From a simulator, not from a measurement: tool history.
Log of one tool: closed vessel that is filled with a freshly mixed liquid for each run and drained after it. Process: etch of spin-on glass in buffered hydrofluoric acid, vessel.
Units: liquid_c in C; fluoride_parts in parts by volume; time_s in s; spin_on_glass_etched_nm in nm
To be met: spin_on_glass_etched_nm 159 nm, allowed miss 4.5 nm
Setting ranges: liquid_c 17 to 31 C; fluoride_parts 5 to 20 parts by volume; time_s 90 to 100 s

run  hour  liquid_c  fluoride_parts  time_s  spin_on_glass_etched_nm
  1     0        23              12      90                   298.61
  2   5.2      21.5              13      90                   251.99
  3     7      21.5              12      90                   275.62
  4    14      20.5              13      90                    238.9
     22.4  -- thermometer replaced
  5  22.4      19.5            13.5      90                   198.56
  6    30        19            13.5      90                   194.76
  7  35.8      18.5            13.5      90                    187.5
  8    40        18            13.5      90                   182.29
  9  43.1        18            13.5      90                   186.32
 10  50.5      17.5              14      90                   174.03

Pick the move, out of 5, that brings all results within their allowed miss; only one does.
  A  57.9        18              16     100                        ?
  B  57.9      17.5              15      90                        ?
  C  57.9        18            16.5      90                        ?
  D  57.9        17            15.5     100                        ?
  E  57.9        19            18.5      95                        ?

move  spin_on_glass_etched_nm
   A                   174.27
   B                   162.45
   C                   152.16
   D                   169.84
   E                   151.82
A: as far off as the last run
B: all results land within tolerance of their targets
C: the result that was furthest off in the last run now lies on the other side of its target
D: an improvement on the last run, though not all results are within tolerance
E: the result that was furthest off in the last run now lies on the other side of its target
The right move is B.

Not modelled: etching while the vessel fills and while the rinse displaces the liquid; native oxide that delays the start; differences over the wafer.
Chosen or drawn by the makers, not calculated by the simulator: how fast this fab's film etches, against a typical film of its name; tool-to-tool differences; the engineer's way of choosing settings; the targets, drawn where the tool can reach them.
